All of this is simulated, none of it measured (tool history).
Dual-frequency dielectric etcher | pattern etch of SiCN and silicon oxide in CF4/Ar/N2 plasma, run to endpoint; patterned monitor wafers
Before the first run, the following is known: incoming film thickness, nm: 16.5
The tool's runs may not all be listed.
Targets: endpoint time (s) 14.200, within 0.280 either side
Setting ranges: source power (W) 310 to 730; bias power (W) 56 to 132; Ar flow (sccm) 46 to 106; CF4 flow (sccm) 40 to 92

run,hour,source power (W),bias power (W),Ar flow (sccm),CF4 flow (sccm),endpoint time (s)
1,0.0,520,94,76,66,16.073
2,0.7,520,94,85,66,16.181
3,7.6,520,94,85,60,16.433
4,12.6,520,84,85,60,17.147
5,18.0,440,84,85,60,19.591
6,19.3,350,84,85,60,23.108
7,23.5,430,85,85,60,19.780
8,29.3,490,86,85,60,17.853
9,33.3,530,87,85,60,16.719

Exactly one of the 5 candidate moves below puts every result within its allowed miss. Which one?
A,37.3,580,105,101,47,?
B,37.3,590,105,95,63,?
C,37.3,590,94,88,63,?
D,37.3,600,111,78,67,?
E,37.3,640,102,90,64,?

move,endpoint time (s)
A,15.072
B,14.259
C,14.800
D,13.404
E,13.428
A: nearer the targets than the last run, but a result is still out of spec
B: hits every target within its allowed miss
C: nearer the targets than the last run, but a result is still out of spec
D: carries the result that was furthest off beyond its target, to the other side
E: carries the result that was furthest off beyond its target, to the other side
Answer: B

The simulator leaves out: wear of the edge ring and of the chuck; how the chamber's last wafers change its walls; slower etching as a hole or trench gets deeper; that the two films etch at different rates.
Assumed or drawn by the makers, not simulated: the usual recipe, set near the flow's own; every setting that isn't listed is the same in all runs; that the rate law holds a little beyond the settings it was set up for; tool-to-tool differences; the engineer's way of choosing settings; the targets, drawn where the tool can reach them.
